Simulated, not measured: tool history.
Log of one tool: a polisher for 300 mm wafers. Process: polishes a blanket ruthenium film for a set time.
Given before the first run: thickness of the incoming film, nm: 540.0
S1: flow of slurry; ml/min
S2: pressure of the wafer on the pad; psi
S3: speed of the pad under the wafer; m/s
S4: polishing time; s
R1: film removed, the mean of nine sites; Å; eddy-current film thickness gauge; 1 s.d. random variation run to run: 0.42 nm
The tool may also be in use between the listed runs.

run,day,S1,S2,S3,S4,R1
1,0,220,2.4,0.76,52,512.9
2,0.262,200,2.4,0.76,52,498.46
3,0.342,200,2.9,0.76,52,606.42
4,0.408,195,2.3,0.74,52,476.39
5,0.742,195,1.9,0.72,52,377.97
6,1.075,195,1.9,0.72,54,399.1
7,1.233,195,1.7,0.72,54,360.93
8,1.396,195,1.6,0.72,54,334.88

What will run 9 give?
9,1.708,195,1.5,0.72,54,?

{"run 9": {"R1": 323.17}}

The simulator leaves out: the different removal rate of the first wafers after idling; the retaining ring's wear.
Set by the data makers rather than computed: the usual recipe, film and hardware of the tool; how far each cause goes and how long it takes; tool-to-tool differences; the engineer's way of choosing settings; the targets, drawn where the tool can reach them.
